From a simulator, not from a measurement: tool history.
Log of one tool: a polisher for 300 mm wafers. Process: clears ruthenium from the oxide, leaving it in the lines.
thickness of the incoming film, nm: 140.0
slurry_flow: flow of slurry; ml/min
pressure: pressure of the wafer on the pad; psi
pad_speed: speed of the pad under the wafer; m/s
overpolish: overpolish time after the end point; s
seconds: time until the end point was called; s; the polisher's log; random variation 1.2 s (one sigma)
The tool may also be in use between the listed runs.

{"run": 1, "hour": 0.0, "slurry_flow": 300, "pressure": 1.6, "pad_speed": 1.18, "overpolish": 6, "seconds": 142.51}
{"run": 2, "hour": 7.5, "slurry_flow": 300, "pressure": 1.7, "pad_speed": 1.2, "overpolish": 6, "seconds": 134.96}
{"run": 3, "hour": 8.7, "slurry_flow": 360, "pressure": 1.7, "pad_speed": 1.2, "overpolish": 6, "seconds": 133.95}
{"run": 4, "hour": 17.2, "slurry_flow": 360, "pressure": 1.7, "pad_speed": 1.2, "overpolish": 4, "seconds": 129.31}
{"run": 5, "hour": 20.8, "slurry_flow": 300, "pressure": 1.7, "pad_speed": 1.2, "overpolish": 4, "seconds": 136.2}
{"run": 6, "hour": 23.7, "slurry_flow": 300, "pressure": 1.7, "pad_speed": 1.2, "overpolish": 4, "seconds": 133.89}
{"run": 7, "hour": 30.8, "slurry_flow": 300, "pressure": 1.8, "pad_speed": 1.22, "overpolish": 4, "seconds": 123.64}
{"run": 8, "hour": 33.8, "slurry_flow": 300, "pressure": 1.8, "pad_speed": 1.22, "overpolish": 4, "seconds": 125.57}
{"run": 9, "hour": 37.2, "slurry_flow": 300, "pressure": 1.8, "pad_speed": 1.22, "overpolish": 4, "seconds": 125.5}
{"run": 10, "hour": 42.7, "slurry_flow": 300, "pressure": 1.9, "pad_speed": 1.24, "overpolish": 4, "seconds": 117.63}

Run 11 comes next. What will it give?
{"run": 11, "hour": 47.3, "slurry_flow": 300, "pressure": 2.4, "pad_speed": 1.3, "overpolish": 4, "seconds": "?"}

seconds: 93.204 s
